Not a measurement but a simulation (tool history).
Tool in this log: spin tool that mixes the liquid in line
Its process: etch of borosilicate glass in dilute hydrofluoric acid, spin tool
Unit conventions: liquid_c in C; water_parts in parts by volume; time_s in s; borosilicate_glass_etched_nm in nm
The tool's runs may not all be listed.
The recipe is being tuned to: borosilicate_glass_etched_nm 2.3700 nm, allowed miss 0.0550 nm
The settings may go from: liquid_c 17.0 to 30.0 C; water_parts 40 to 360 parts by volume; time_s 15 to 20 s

Run 1, hour 0.0: liquid_c 22.0 C, water_parts 200 parts by volume, time_s 20 s. Result: borosilicate_glass_etched_nm 3.8493 nm.
Run 2, hour 5.3: liquid_c 24.5 C, water_parts 200 parts by volume, time_s 20 s. Result: borosilicate_glass_etched_nm 4.2340 nm.
Run 3, hour 7.2: liquid_c 24.5 C, water_parts 255 parts by volume, time_s 20 s. Result: borosilicate_glass_etched_nm 3.1482 nm.
Run 4, hour 16.0: liquid_c 24.5 C, water_parts 200 parts by volume, time_s 20 s. Result: borosilicate_glass_etched_nm 4.2732 nm.
At hour 23.3: hydrofluoric acid flow meter replaced.
Run 5, hour 23.3: liquid_c 22.0 C, water_parts 200 parts by volume, time_s 20 s. Result: borosilicate_glass_etched_nm 3.5234 nm.
Run 6, hour 30.1: liquid_c 19.5 C, water_parts 200 parts by volume, time_s 20 s. Result: borosilicate_glass_etched_nm 3.2312 nm.
Run 7, hour 35.6: liquid_c 19.0 C, water_parts 205 parts by volume, time_s 20 s. Result: borosilicate_glass_etched_nm 3.0619 nm.
Run 8, hour 44.6: liquid_c 19.0 C, water_parts 205 parts by volume, time_s 20 s. Result: borosilicate_glass_etched_nm 3.0647 nm.
Run 9, hour 48.6: liquid_c 19.0 C, water_parts 210 parts by volume, time_s 20 s. Result: borosilicate_glass_etched_nm 2.9423 nm.
Run 10, hour 55.3: liquid_c 18.0 C, water_parts 220 parts by volume, time_s 20 s. Result: borosilicate_glass_etched_nm 2.6856 nm.

Of the 5 settings listed for the next run, only one would bring every result within its allowed miss of target. Which one?
Run A, hour 62.0: liquid_c 20.0 C, water_parts 215 parts by volume, time_s 15 s. Result: borosilicate_glass_etched_nm ?.
Run B, hour 62.0: liquid_c 18.0 C, water_parts 260 parts by volume, time_s 20 s. Result: borosilicate_glass_etched_nm ?.
Run C, hour 62.0: liquid_c 19.5 C, water_parts 200 parts by volume, time_s 20 s. Result: borosilicate_glass_etched_nm ?.
Run D, hour 62.0: liquid_c 17.5 C, water_parts 200 parts by volume, time_s 15 s. Result: borosilicate_glass_etched_nm ?.
Run E, hour 62.0: liquid_c 17.0 C, water_parts 240 parts by volume, time_s 20 s. Result: borosilicate_glass_etched_nm ?.

move  borosilicate_glass_etched_nm
   A                        2.2772
   B                        2.2312
   C                        3.2485
   D                        2.2524
   E                        2.3669
A: carries the result that was furthest off beyond its target, to the other side
B: carries the result that was furthest off beyond its target, to the other side
C: further off than the last run
D: carries the result that was furthest off beyond its target, to the other side
E: each result inside its tolerance
Move E is the one to make.
